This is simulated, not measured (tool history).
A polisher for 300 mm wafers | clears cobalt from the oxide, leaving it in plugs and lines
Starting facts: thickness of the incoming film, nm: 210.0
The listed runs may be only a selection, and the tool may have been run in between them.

run,day,flow of slurry (ml/min),pressure of the wafer on the pad (psi),speed of the pad under the wafer (cm/s),overpolish time after the end point (s),time until the end point was called (s),dishing of a wide line in a test structure (angstrom)
1,0.000,245,1.6,122,15,39.706,459.22
2,0.179,215,1.6,122,15,38.433,441.31
3,0.329,215,1.6,136,15,34.656,473.00
4,0.583,215,1.5,132,15,37.871,429.34
5,0.850,175,1.5,132,15,40.675,426.47
6,0.929,175,1.5,122,15,43.032,417.18
7,1.100,175,1.4,120,16,46.161,421.14
8,1.317,175,1.3,118,16,49.493,399.16
9,1.588,175,1.3,118,16,50.979,415.74
10,1.725,175,1.2,118,16,54.274,406.54
11,2.038,175,1.1,118,16,58.494,377.90

Predict the results of run 12:
12,2.125,175,1.0,116,18,?,?

{"run 12": {"time until the end point was called (s)": 64.517, "dishing of a wide line in a test structure (angstrom)": 390.49}}

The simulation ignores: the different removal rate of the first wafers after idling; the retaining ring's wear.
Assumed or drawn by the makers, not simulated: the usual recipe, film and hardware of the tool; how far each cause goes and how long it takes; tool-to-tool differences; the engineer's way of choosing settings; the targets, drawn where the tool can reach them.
